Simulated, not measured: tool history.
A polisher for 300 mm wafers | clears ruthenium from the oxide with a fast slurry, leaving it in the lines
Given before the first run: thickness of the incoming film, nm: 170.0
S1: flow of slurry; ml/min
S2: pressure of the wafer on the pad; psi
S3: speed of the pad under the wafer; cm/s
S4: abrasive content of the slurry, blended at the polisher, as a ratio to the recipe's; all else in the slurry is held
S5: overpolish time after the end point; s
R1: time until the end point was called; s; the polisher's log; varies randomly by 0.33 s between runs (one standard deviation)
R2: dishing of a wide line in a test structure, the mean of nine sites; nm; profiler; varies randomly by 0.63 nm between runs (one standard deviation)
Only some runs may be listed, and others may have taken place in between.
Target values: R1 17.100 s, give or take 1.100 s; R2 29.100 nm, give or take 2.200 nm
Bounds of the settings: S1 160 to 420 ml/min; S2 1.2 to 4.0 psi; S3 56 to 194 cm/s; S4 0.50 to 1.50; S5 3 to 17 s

Run 1, hour 0.0: S1 270 ml/min, S2 2.6 psi, S3 124 cm/s, S4 1.00, S5 9 s. Result: R1 37.382 s, R2 21.217 nm.
Run 2, hour 2.0: S1 270 ml/min, S2 2.6 psi, S3 104 cm/s, S4 1.00, S5 9 s. Result: R1 45.418 s, R2 19.526 nm.
Run 3, hour 4.9: S1 270 ml/min, S2 2.7 psi, S3 110 cm/s, S4 1.00, S5 9 s. Result: R1 41.984 s, R2 20.863 nm.
Run 4, hour 10.7: S1 225 ml/min, S2 2.7 psi, S3 110 cm/s, S4 1.00, S5 9 s. Result: R1 43.699 s, R2 20.171 nm.
Run 5, hour 15.6: S1 230 ml/min, S2 2.8 psi, S3 114 cm/s, S4 1.00, S5 9 s. Result: R1 39.486 s, R2 21.149 nm.
Run 6, hour 22.7: S1 230 ml/min, S2 2.9 psi, S3 118 cm/s, S4 1.00, S5 9 s. Result: R1 37.026 s, R2 21.671 nm.
Run 7, hour 31.5: S1 230 ml/min, S2 3.0 psi, S3 122 cm/s, S4 1.00, S5 9 s. Result: R1 33.689 s, R2 22.317 nm.
Run 8, hour 39.4: S1 230 ml/min, S2 3.1 psi, S3 124 cm/s, S4 1.00, S5 9 s. Result: R1 32.905 s, R2 22.147 nm.
At hour 48.3: slurry nozzle cleaned.
Run 9, hour 48.3: S1 230 ml/min, S2 3.2 psi, S3 128 cm/s, S4 1.00, S5 9 s. Result: R1 29.835 s, R2 23.474 nm.
Run 10, hour 49.0: S1 230 ml/min, S2 3.3 psi, S3 130 cm/s, S4 1.00, S5 9 s. Result: R1 29.149 s, R2 23.928 nm.
Run 11, hour 54.7: S1 230 ml/min, S2 3.4 psi, S3 134 cm/s, S4 1.00, S5 9 s. Result: R1 26.925 s, R2 24.517 nm.
Run 12, hour 62.1: S1 230 ml/min, S2 3.5 psi, S3 136 cm/s, S4 1.00, S5 9 s. Result: R1 26.100 s, R2 25.319 nm.
Run 13, hour 63.3: S1 235 ml/min, S2 4.0 psi, S3 172 cm/s, S4 1.05, S5 7 s. Result: R1 17.560 s, R2 26.191 nm.

Next run, 5 choices. One meets every target within its allowed miss, the rest don't. Which?
Run A, hour 64.5: S1 210 ml/min, S2 4.0 psi, S3 168 cm/s, S4 1.10, S5 6 s. Result: R1 ?, R2 ?.
Run B, hour 64.5: S1 255 ml/min, S2 4.0 psi, S3 180 cm/s, S4 1.00, S5 10 s. Result: R1 ?, R2 ?.
Run C, hour 64.5: S1 235 ml/min, S2 4.0 psi, S3 154 cm/s, S4 1.00, S5 10 s. Result: R1 ?, R2 ?.
Run D, hour 64.5: S1 205 ml/min, S2 3.7 psi, S3 182 cm/s, S4 1.25, S5 5 s. Result: R1 ?, R2 ?.
Run E, hour 64.5: S1 290 ml/min, S2 4.0 psi, S3 168 cm/s, S4 1.00, S5 5 s. Result: R1 ?, R2 ?.

move      R1      R2
   A  18.066  24.985
   B  17.158  28.847
   C  20.186  28.024
   D  17.174  23.716
   E  18.102  23.182
A: the biggest miss grows against the last run
B: every result within its allowed miss
C: the furthest-off result lands on target, but another misses its tolerance
D: the biggest miss grows against the last run
E: the biggest miss grows against the last run
The move that meets every target is B.

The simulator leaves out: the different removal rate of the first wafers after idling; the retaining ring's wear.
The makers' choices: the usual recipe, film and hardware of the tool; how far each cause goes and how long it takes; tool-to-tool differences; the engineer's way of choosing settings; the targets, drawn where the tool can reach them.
